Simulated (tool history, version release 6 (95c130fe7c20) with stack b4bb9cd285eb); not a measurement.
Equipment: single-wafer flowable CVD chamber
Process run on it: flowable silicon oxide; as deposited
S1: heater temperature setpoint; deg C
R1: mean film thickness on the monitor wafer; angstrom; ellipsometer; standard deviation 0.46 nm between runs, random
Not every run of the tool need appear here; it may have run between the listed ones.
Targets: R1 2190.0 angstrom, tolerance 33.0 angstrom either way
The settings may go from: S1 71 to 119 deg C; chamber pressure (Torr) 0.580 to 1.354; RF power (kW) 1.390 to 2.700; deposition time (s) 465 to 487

Run 1, day 0.000: S1 95 deg C, chamber pressure (Torr) 0.967, RF power (kW) 2.045, deposition time (s) 487. Result: R1 4419.4 angstrom.
Run 2, day 0.208: S1 101 deg C, chamber pressure (Torr) 0.966, RF power (kW) 2.045, deposition time (s) 487. Result: R1 3533.2 angstrom.
Run 3, day 0.496: S1 93 deg C, chamber pressure (Torr) 0.966, RF power (kW) 2.045, deposition time (s) 487. Result: R1 4756.0 angstrom.
Run 4, day 0.700: S1 99 deg C, chamber pressure (Torr) 0.965, RF power (kW) 2.045, deposition time (s) 487. Result: R1 3804.6 angstrom.
Run 5, day 1.062: S1 99 deg C, chamber pressure (Torr) 0.965, RF power (kW) 2.230, deposition time (s) 487. Result: R1 3870.2 angstrom.
Run 6, day 1.204: S1 99 deg C, chamber pressure (Torr) 0.965, RF power (kW) 2.525, deposition time (s) 487. Result: R1 3923.8 angstrom.
Run 7, day 1.433: S1 103 deg C, chamber pressure (Torr) 0.965, RF power (kW) 2.525, deposition time (s) 487. Result: R1 3377.1 angstrom.
Run 8, day 1.662: S1 106 deg C, chamber pressure (Torr) 0.965, RF power (kW) 2.525, deposition time (s) 487. Result: R1 3019.6 angstrom.
Run 9, day 1.783: S1 108 deg C, chamber pressure (Torr) 0.965, RF power (kW) 2.525, deposition time (s) 487. Result: R1 2796.1 angstrom.
Run 10, day 2.133: S1 110 deg C, chamber pressure (Torr) 0.965, RF power (kW) 2.525, deposition time (s) 487. Result: R1 2606.1 angstrom.
Run 11, day 2.254: S1 111 deg C, chamber pressure (Torr) 0.965, RF power (kW) 2.525, deposition time (s) 487. Result: R1 2521.0 angstrom.
Run 12, day 2.404: S1 112 deg C, chamber pressure (Torr) 0.965, RF power (kW) 2.525, deposition time (s) 487. Result: R1 2442.9 angstrom.
Run 13, day 2.696: S1 113 deg C, chamber pressure (Torr) 0.965, RF power (kW) 2.525, deposition time (s) 487. Result: R1 2361.1 angstrom.
Run 14, day 3.067: S1 114 deg C, chamber pressure (Torr) 0.965, RF power (kW) 2.525, deposition time (s) 487. Result: R1 2277.2 angstrom.

Which one of the following 4 next-run settings gets every result inside its allowed miss? There is exactly one.
Run A, day 3.438: S1 115 deg C, chamber pressure (Torr) 0.993, RF power (kW) 2.495, deposition time (s) 476. Result: R1 ?.
Run B, day 3.438: S1 111 deg C, chamber pressure (Torr) 0.890, RF power (kW) 2.695, deposition time (s) 470. Result: R1 ?.
Run C, day 3.438: S1 116 deg C, chamber pressure (Torr) 1.036, RF power (kW) 2.535, deposition time (s) 486. Result: R1 ?.
Run D, day 3.438: S1 112 deg C, chamber pressure (Torr) 0.910, RF power (kW) 2.695, deposition time (s) 471. Result: R1 ?.

move      R1
   A  2207.6
   B  2293.0
   C  2268.3
   D  2263.0
A: all results in spec
B: moves away from the targets compared with the last run
C: moves toward the targets from the last run without getting all of them in spec
D: moves toward the targets from the last run without getting all of them in spec
So the answer is move A, the one that meets all the targets.
